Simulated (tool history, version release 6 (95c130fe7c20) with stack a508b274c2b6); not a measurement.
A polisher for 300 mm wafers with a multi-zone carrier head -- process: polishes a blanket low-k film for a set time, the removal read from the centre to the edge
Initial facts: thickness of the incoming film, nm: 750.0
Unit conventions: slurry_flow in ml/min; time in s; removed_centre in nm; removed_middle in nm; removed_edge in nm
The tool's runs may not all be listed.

| run | hour | slurry_flow | centre_zone | middle_zone | edge_zone | slurry_solids | time | removed_centre | removed_middle | removed_edge |
|---|---|---|---|---|---|---|---|---|---|---|
| 1 | 0.0 | 270 | 1.00 | 1.00 | 1.00 | 1.00 | 75 | 22.651 | 22.937 | 23.986 |
| 2 | 1.1 | 270 | 0.94 | 1.00 | 1.00 | 1.00 | 75 | 21.649 | 22.867 | 23.747 |
| 3 | 5.1 | 280 | 0.96 | 1.00 | 0.95 | 0.90 | 75 | 21.157 | 22.477 | 22.123 |
| 4 | 8.2 | 280 | 0.96 | 1.00 | 0.88 | 0.90 | 75 | 21.259 | 22.132 | 21.394 |
| 5 | 11.9 | 280 | 0.96 | 1.00 | 0.94 | 0.90 | 75 | 21.215 | 22.321 | 21.927 |
| 6 | 13.1 | 340 | 0.96 | 1.00 | 0.94 | 0.90 | 75 | 21.546 | 22.449 | 22.397 |
| 7 | 18.2 | 335 | 0.96 | 0.98 | 0.91 | 0.80 | 75 | 20.746 | 21.326 | 20.649 |
|  | 26.2 | edge zone pressure recalibrated |
| 8 | 26.2 | 335 | 0.95 | 0.96 | 0.89 | 0.75 | 75 | 19.789 | 20.488 | 19.731 |
| 9 | 29.7 | 330 | 0.95 | 0.94 | 0.87 | 0.70 | 75 | 19.755 | 19.592 | 18.493 |

Estimate the outcome of run 10 from the log above:
| 10 | 35.0 | 325 | 0.94 | 0.93 | 0.87 | 0.70 | 75 | ? | ? | ? |

Run 10 came out at removed_centre 19.414 nm, removed_middle 19.517 nm, removed_edge 19.102 nm.
